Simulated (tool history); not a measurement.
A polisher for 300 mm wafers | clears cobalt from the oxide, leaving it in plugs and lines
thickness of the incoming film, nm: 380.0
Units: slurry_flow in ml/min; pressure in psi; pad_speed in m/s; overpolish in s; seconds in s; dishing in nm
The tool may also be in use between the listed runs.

{"run": 1, "day": 0.0, "slurry_flow": 130, "pressure": 1.6, "pad_speed": 1.04, "overpolish": 13, "seconds": 103.65, "dishing": 28.915}
{"run": 2, "day": 0.079, "slurry_flow": 130, "pressure": 2, "pad_speed": 1.04, "overpolish": 13, "seconds": 84.646, "dishing": 31.728}
{"run": 3, "day": 0.417, "slurry_flow": 120, "pressure": 1.7, "pad_speed": 0.9, "overpolish": 11, "seconds": 114.91, "dishing": 23.556}
{"run": 4, "day": 0.604, "slurry_flow": 120, "pressure": 1.7, "pad_speed": 1.02, "overpolish": 11, "seconds": 103.04, "dishing": 25.434}
{"run": 5, "day": 0.825, "slurry_flow": 120, "pressure": 1.7, "pad_speed": 1.02, "overpolish": 14, "seconds": 101.55, "dishing": 30.386}
{"run": 6, "day": 1.067, "slurry_flow": 110, "pressure": 1.5, "pad_speed": 0.88, "overpolish": 12, "seconds": 136.77, "dishing": 23.05}
{"run": 7, "day": 1.1, "slurry_flow": 105, "pressure": 1.4, "pad_speed": 0.78, "overpolish": 10, "seconds": 164.79, "dishing": 18.413}
{"run": 8, "day": 1.133, "slurry_flow": 100, "pressure": 1.3, "pad_speed": 0.7, "overpolish": 9, "seconds": 197.69, "dishing": 14.215}
{"run": 9, "day": 1.433, "slurry_flow": 80, "pressure": 1.2, "pad_speed": 0.46, "overpolish": 4, "seconds": 333.53, "dishing": 4.0108}
{"run": 10, "day": 1.6, "slurry_flow": 85, "pressure": 1.3, "pad_speed": 0.46, "overpolish": 4, "seconds": 306.56, "dishing": 4.4626}
{"run": 11, "day": 1.971, "slurry_flow": 85, "pressure": 1.3, "pad_speed": 0.46, "overpolish": 4, "seconds": 310.53, "dishing": 4.4715}
{"run": 12, "day": 2.3, "slurry_flow": 85, "pressure": 1.3, "pad_speed": 0.46, "overpolish": 4, "seconds": 305.3, "dishing": 4.7012}
{"run": 13, "day": 2.446, "slurry_flow": 85, "pressure": 1.4, "pad_speed": 0.46, "overpolish": 4, "seconds": 285.89, "dishing": 4.7204}

The next listed run, before its measurement:
{"run": 14, "day": 2.725, "slurry_flow": 90, "pressure": 1.4, "pad_speed": 0.46, "overpolish": 4, "seconds": "?", "dishing": "?"}

Run 14 gave seconds 281.68 s, dishing 4.8406 nm.
